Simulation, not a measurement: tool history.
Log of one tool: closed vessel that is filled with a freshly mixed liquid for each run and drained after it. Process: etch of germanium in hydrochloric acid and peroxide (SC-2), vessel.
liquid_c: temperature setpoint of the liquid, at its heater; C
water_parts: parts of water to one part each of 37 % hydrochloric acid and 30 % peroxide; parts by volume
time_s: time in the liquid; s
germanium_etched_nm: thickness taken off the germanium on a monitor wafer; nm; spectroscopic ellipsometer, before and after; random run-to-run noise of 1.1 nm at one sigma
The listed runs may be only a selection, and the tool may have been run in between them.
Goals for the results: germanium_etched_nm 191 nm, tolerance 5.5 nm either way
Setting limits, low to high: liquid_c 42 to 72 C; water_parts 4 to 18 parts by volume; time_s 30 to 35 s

| run | hour | liquid_c | water_parts | time_s | germanium_etched_nm |
|---|---|---|---|---|---|
| 1 | 0 | 58 | 10 | 35 | 154.49 |
| 2 | 1.7 | 60 | 10 | 35 | 163.81 |
| 3 | 2.3 | 61.5 | 10 | 35 | 169.23 |
| 4 | 4.5 | 61.5 | 10 | 35 | 170.74 |
| 5 | 8.3 | 62.5 | 10 | 35 | 176.88 |
| 6 | 15 | 56 | 10 | 35 | 147.32 |
|  | 16.7 | new drum of peroxide connected |
| 7 | 16.7 | 58.5 | 10 | 35 | 157.26 |
| 8 | 20.9 | 66.5 | 9.5 | 35 | 198.54 |
| 9 | 25.1 | 66 | 9.5 | 35 | 198.15 |

Exactly one of the 5 candidate moves below puts every result within its allowed miss. Which one?
| A | 29.3 | 70 | 14.5 | 35 | ? |
| B | 29.3 | 70 | 9 | 30 | ? |
| C | 29.3 | 66 | 5.5 | 35 | ? |
| D | 29.3 | 67.5 | 9 | 35 | ? |
| E | 29.3 | 67 | 8 | 35 | ? |

| move | germanium_etched_nm |
|---|---|
| A | 206.89 |
| B | 189.94 |
| C | 205.34 |
| D | 206.68 |
| E | 206.12 |
A: misses by more than the last run did
B: meets every target
C: misses by more than the last run did
D: misses by more than the last run did
E: misses by more than the last run did
B meets every target.

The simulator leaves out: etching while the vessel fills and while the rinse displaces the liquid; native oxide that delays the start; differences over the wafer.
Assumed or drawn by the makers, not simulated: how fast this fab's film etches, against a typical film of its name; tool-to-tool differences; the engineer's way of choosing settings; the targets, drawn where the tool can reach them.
